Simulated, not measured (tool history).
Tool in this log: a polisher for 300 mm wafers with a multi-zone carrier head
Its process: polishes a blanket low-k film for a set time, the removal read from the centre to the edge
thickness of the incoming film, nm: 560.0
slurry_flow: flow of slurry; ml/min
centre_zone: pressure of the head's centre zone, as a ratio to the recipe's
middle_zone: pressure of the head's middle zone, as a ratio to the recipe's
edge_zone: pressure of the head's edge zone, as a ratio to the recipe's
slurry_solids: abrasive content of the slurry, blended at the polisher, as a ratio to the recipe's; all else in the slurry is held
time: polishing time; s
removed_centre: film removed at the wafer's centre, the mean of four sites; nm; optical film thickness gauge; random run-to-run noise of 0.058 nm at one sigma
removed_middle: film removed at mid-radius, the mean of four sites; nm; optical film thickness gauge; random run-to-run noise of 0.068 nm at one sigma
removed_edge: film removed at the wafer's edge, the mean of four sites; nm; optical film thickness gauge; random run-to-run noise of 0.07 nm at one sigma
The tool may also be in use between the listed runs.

{"run": 1, "day": 0.0, "slurry_flow": 300, "centre_zone": 1, "middle_zone": 1, "edge_zone": 1, "slurry_solids": 1, "time": 51, "removed_centre": 17.251, "removed_middle": 17.007, "removed_edge": 17.02}
{"run": 2, "day": 0.346, "slurry_flow": 290, "centre_zone": 0.96, "middle_zone": 0.98, "edge_zone": 0.96, "slurry_solids": 0.85, "time": 46, "removed_centre": 13.811, "removed_middle": 13.869, "removed_edge": 14.027}
{"run": 3, "day": 0.638, "slurry_flow": 285, "centre_zone": 0.93, "middle_zone": 0.98, "edge_zone": 0.92, "slurry_solids": 0.75, "time": 43, "removed_centre": 11.732, "removed_middle": 12.072, "removed_edge": 12.016}
{"run": 4, "day": 0.692, "slurry_flow": 280, "centre_zone": 0.91, "middle_zone": 0.97, "edge_zone": 0.89, "slurry_solids": 0.7, "time": 42, "removed_centre": 10.598, "removed_middle": 11.311, "removed_edge": 11.331}
{"run": 5, "day": 0.746, "slurry_flow": 230, "centre_zone": 0.91, "middle_zone": 0.97, "edge_zone": 0.89, "slurry_solids": 0.7, "time": 42, "removed_centre": 10.485, "removed_middle": 11.105, "removed_edge": 11.001}
{"run": 6, "day": 1.083, "slurry_flow": 230, "centre_zone": 0.91, "middle_zone": 1, "edge_zone": 0.89, "slurry_solids": 0.7, "time": 42, "removed_centre": 10.551, "removed_middle": 11.264, "removed_edge": 11.134}
{"run": 7, "day": 1.233, "slurry_flow": 245, "centre_zone": 0.86, "middle_zone": 0.92, "edge_zone": 0.81, "slurry_solids": 0.5, "time": 37, "removed_centre": 7.1067, "removed_middle": 7.6855, "removed_edge": 7.7629}
{"run": 8, "day": 1.388, "slurry_flow": 270, "centre_zone": 0.88, "middle_zone": 0.94, "edge_zone": 0.84, "slurry_solids": 0.5, "time": 37, "removed_centre": 7.4399, "removed_middle": 7.8167, "removed_edge": 7.8981}
{"run": 9, "day": 1.542, "slurry_flow": 355, "centre_zone": 0.9, "middle_zone": 1.04, "edge_zone": 0.94, "slurry_solids": 0.6, "time": 37, "removed_centre": 8.7742, "removed_middle": 9.8289, "removed_edge": 9.3777}
{"run": 10, "day": 1.608, "slurry_flow": 355, "centre_zone": 0.9, "middle_zone": 1.02, "edge_zone": 0.92, "slurry_solids": 0.6, "time": 37, "removed_centre": 8.8048, "removed_middle": 9.5691, "removed_edge": 9.3466}
{"run": 11, "day": 1.925, "slurry_flow": 355, "centre_zone": 0.89, "middle_zone": 1.01, "edge_zone": 0.9, "slurry_solids": 0.6, "time": 37, "removed_centre": 8.5939, "removed_middle": 9.5854, "removed_edge": 9.2887}
{"run": 12, "day": 2.079, "slurry_flow": 355, "centre_zone": 0.89, "middle_zone": 1, "edge_zone": 0.88, "slurry_solids": 0.6, "time": 37, "removed_centre": 8.7281, "removed_middle": 9.4964, "removed_edge": 9.2567}
{"run": 13, "day": 2.242, "slurry_flow": 355, "centre_zone": 0.89, "middle_zone": 1, "edge_zone": 0.88, "slurry_solids": 0.6, "time": 37, "removed_centre": 8.5537, "removed_middle": 9.4025, "removed_edge": 9.1207}
{"run": 14, "day": 2.571, "slurry_flow": 355, "centre_zone": 0.89, "middle_zone": 1, "edge_zone": 0.88, "slurry_solids": 0.6, "time": 37, "removed_centre": 8.5964, "removed_middle": 9.4183, "removed_edge": 9.169}
{"run": 15, "day": 2.879, "slurry_flow": 355, "centre_zone": 0.89, "middle_zone": 0.99, "edge_zone": 0.87, "slurry_solids": 0.6, "time": 37, "removed_centre": 8.7233, "removed_middle": 9.3521, "removed_edge": 9.0863}
{"run": 16, "day": 2.938, "slurry_flow": 355, "centre_zone": 0.89, "middle_zone": 0.99, "edge_zone": 0.87, "slurry_solids": 0.6, "time": 37, "removed_centre": 8.6161, "removed_middle": 9.308, "removed_edge": 9.1788}

Run 17, settings as shown, results not yet in. Your forecast:
{"run": 17, "day": 3.138, "slurry_flow": 350, "centre_zone": 0.89, "middle_zone": 0.99, "edge_zone": 0.85, "slurry_solids": 0.6, "time": 37, "removed_centre": "?", "removed_middle": "?", "removed_edge": "?"}

{"run 17": {"removed_centre": 8.6379, "removed_middle": 9.4146, "removed_edge": 8.9732}}
